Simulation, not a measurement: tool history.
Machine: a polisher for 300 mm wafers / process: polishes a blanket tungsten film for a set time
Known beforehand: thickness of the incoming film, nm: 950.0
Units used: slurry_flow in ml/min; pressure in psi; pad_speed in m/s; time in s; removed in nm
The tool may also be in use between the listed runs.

| run | hour | slurry_flow | pressure | pad_speed | slurry_solids | time | removed |
|---|---|---|---|---|---|---|---|
| 1 | 0.0 | 275 | 2.4 | 1.24 | 1.0 | 74 | 325.77 |
| 2 | 6.0 | 275 | 2.4 | 0.92 | 1.0 | 74 | 245.88 |
| 3 | 11.3 | 275 | 2.6 | 0.92 | 1.0 | 74 | 269.65 |
| 4 | 19.2 | 275 | 2.6 | 0.70 | 1.0 | 74 | 209.66 |
| 5 | 24.1 | 275 | 2.9 | 0.70 | 1.0 | 74 | 232.06 |
| 6 | 27.4 | 330 | 2.9 | 0.70 | 1.0 | 74 | 237.01 |
| 7 | 32.2 | 330 | 2.8 | 0.70 | 1.0 | 74 | 227.29 |
| 8 | 33.6 | 330 | 2.7 | 0.70 | 1.0 | 74 | 226.06 |

Estimate the outcome of run 9 from the log above:
| 9 | 35.6 | 325 | 2.6 | 0.70 | 1.0 | 74 | ? |

removed: 215.40 nm

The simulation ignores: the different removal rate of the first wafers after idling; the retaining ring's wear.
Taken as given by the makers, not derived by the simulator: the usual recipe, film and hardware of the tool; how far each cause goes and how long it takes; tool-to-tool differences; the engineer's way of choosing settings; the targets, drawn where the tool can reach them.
